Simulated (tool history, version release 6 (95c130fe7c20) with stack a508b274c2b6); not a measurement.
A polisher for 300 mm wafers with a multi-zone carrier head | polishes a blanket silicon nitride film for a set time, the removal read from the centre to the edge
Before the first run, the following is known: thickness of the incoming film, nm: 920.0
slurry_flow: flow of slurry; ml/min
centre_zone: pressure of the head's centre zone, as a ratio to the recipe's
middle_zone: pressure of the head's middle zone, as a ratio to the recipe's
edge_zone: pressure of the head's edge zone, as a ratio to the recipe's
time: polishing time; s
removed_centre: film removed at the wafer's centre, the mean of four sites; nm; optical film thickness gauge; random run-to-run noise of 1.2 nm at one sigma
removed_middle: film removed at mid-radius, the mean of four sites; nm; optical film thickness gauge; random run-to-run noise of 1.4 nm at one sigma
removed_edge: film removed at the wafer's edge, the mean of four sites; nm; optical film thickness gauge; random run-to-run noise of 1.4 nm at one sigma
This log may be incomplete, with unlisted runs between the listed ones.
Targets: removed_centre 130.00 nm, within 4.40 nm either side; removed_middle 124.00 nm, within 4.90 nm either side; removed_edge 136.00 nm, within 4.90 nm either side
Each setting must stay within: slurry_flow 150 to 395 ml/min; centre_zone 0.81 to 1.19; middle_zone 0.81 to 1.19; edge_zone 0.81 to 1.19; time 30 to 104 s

| run | hour | slurry_flow | centre_zone | middle_zone | edge_zone | time | removed_centre | removed_middle | removed_edge |
|---|---|---|---|---|---|---|---|---|---|
| 1 | 0.0 | 250 | 1.00 | 1.00 | 1.00 | 67 | 103.11 | 100.94 | 100.77 |
| 2 | 2.8 | 255 | 1.00 | 1.00 | 1.03 | 69 | 103.14 | 102.21 | 105.21 |
| 3 | 5.5 | 255 | 1.00 | 1.00 | 1.03 | 84 | 130.47 | 126.52 | 125.47 |
| 4 | 11.4 | 255 | 1.00 | 0.99 | 1.05 | 84 | 128.94 | 126.42 | 128.73 |
| 5 | 18.5 | 255 | 1.00 | 0.98 | 1.06 | 84 | 127.75 | 123.60 | 131.19 |
| 6 | 24.7 | 255 | 1.05 | 0.98 | 1.06 | 84 | 136.09 | 123.79 | 129.13 |
| 7 | 28.4 | 255 | 1.04 | 0.98 | 1.07 | 84 | 135.96 | 122.72 | 132.22 |
| 8 | 29.1 | 255 | 1.03 | 0.98 | 1.07 | 84 | 132.61 | 125.91 | 133.21 |

Of the 5 settings listed for the next run, only one would bring every result within its allowed miss of target. Which one?
| A | 29.8 | 165 | 1.07 | 0.99 | 1.06 | 93 | ? | ? | ? |
| B | 29.8 | 255 | 1.09 | 1.00 | 1.06 | 80 | ? | ? | ? |
| C | 29.8 | 310 | 1.01 | 0.91 | 0.92 | 85 | ? | ? | ? |
| D | 29.8 | 240 | 1.02 | 0.97 | 1.14 | 85 | ? | ? | ? |
| E | 29.8 | 270 | 1.08 | 0.97 | 1.01 | 85 | ? | ? | ? |

| move | removed_centre | removed_middle | removed_edge |
|---|---|---|---|
| A | 142.29 | 128.84 | 134.75 |
| B | 135.07 | 120.13 | 122.27 |
| C | 136.34 | 120.64 | 123.58 |
| D | 133.25 | 123.45 | 134.03 |
| E | 143.29 | 125.29 | 127.59 |
A: moves away from the targets compared with the last run
B: moves away from the targets compared with the last run
C: moves away from the targets compared with the last run
D: all results land within tolerance of their targets
E: moves away from the targets compared with the last run
D is the move that brings every result within its allowed miss.
